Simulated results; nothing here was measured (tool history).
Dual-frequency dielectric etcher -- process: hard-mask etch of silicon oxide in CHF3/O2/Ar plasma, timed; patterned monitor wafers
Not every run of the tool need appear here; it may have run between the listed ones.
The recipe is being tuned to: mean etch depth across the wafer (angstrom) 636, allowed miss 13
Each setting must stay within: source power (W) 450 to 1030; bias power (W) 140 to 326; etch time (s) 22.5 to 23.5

run  hour  source power (W)  bias power (W)  etch time (s)  mean etch depth across the wafer (angstrom)
  1     0               740             233           22.5                                       568.77
  2   8.8               630             233           22.5                                       538.78
  3  17.3               630             267           22.5                                       561.51
  4  25.6               750             267           22.5                                       598.39
  5  26.6               760             268           22.5                                       601.11
  6  28.5               640             268           22.5                                       565.86
  7  35.1               660             270           22.5                                       574.72
  8  43.4               680             272           22.5                                       582.02
  9  50.9               700             273           22.5                                       586.43
 10  58.4               710             274           22.5                                          591
 11  62.6               720             275           22.5                                       597.09
 12  67.5               730             276           22.5                                       600.03
 13  73.5               740             277           22.5                                       602.45

5 candidate next runs follow, results not yet known. Just one meets every target within its allowed miss. Identify it.
  A  79.5               650             251           23.5                                            ?
  B  79.5               730             274           22.5                                            ?
  C  79.5               800             265           23.5                                            ?
  D  79.5               700             284             23                                            ?
  E  79.5               690             268             23                                            ?

move  mean etch depth across the wafer (angstrom)
   A                                        583.3
   B                                       599.44
   C                                       640.33
   D                                       610.69
   E                                          596
A: further off than the last run
B: further off than the last run
C: every result lands within tolerance
D: nearer the targets than the last run, but a result is still out of spec
E: further off than the last run
C meets every target.
